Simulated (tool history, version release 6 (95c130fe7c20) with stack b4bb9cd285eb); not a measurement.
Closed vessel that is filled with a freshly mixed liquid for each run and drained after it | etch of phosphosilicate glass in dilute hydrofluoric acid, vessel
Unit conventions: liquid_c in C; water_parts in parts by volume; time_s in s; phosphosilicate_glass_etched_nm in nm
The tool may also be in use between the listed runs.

run  hour  liquid_c  water_parts  time_s  phosphosilicate_glass_etched_nm
  1   0.0      20.0          190     100                           31.649
  2   2.5      22.5          175     100                           38.384
  3   8.9      24.5          175     100                           41.260
  4  10.5      24.5          175     105                           43.372
  5  12.9      24.5          175     105                           43.332
  6  20.9      25.5          165     105                           48.711

Estimate the outcome of run 7 from the log above:
  7  27.1      26.5          160     105                                ?

phosphosilicate_glass_etched_nm: 51.806 nm
